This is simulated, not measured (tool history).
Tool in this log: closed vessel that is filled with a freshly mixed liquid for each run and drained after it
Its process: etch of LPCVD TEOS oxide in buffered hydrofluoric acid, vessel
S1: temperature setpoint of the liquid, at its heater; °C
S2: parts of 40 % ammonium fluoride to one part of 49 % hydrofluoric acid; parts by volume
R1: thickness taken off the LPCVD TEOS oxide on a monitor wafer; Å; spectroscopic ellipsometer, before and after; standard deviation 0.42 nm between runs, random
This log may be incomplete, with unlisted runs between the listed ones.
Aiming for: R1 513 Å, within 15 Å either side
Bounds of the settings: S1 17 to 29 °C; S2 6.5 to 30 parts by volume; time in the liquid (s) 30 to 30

Run 1, hour 0: S1 21 °C, S2 19.5 parts by volume, time in the liquid (s) 30. Result: R1 831.22 Å.
Run 2, hour 1.5: S1 20.5 °C, S2 20.5 parts by volume, time in the liquid (s) 30. Result: R1 774.19 Å.
Run 3, hour 7.4: S1 17.5 °C, S2 20.5 parts by volume, time in the liquid (s) 30. Result: R1 655.67 Å.
Run 4, hour 9.8: S1 17.5 °C, S2 21 parts by volume, time in the liquid (s) 30. Result: R1 645.72 Å.
Run 5, hour 11.8: S1 17.5 °C, S2 16.5 parts by volume, time in the liquid (s) 30. Result: R1 806.39 Å.
Run 6, hour 20.2: S1 17.5 °C, S2 19.5 parts by volume, time in the liquid (s) 30. Result: R1 681.54 Å.
Run 7, hour 22.7: S1 17.5 °C, S2 20 parts by volume, time in the liquid (s) 30. Result: R1 672.74 Å.
Run 8, hour 29.4: S1 17.5 °C, S2 20.5 parts by volume, time in the liquid (s) 30. Result: R1 657.18 Å.
Run 9, hour 37.7: S1 17 °C, S2 26.5 parts by volume, time in the liquid (s) 30. Result: R1 532.43 Å.

4 next moves are on the table. One of them brings every result within its allowed miss. Which?
Run A, hour 46: S1 17 °C, S2 26 parts by volume, time in the liquid (s) 30. Result: R1 ?.
Run B, hour 46: S1 17 °C, S2 25 parts by volume, time in the liquid (s) 30. Result: R1 ?.
Run C, hour 46: S1 18 °C, S2 26.5 parts by volume, time in the liquid (s) 30. Result: R1 ?.
Run D, hour 46: S1 17.5 °C, S2 29 parts by volume, time in the liquid (s) 30. Result: R1 ?.

move      R1
   A  538.99
   B  553.84
   C  563.24
   D  514.22
A: its largest miss is bigger than the last run's
B: its largest miss is bigger than the last run's
C: its largest miss is bigger than the last run's
D: meets every target
Correct choice: D, which meets every target
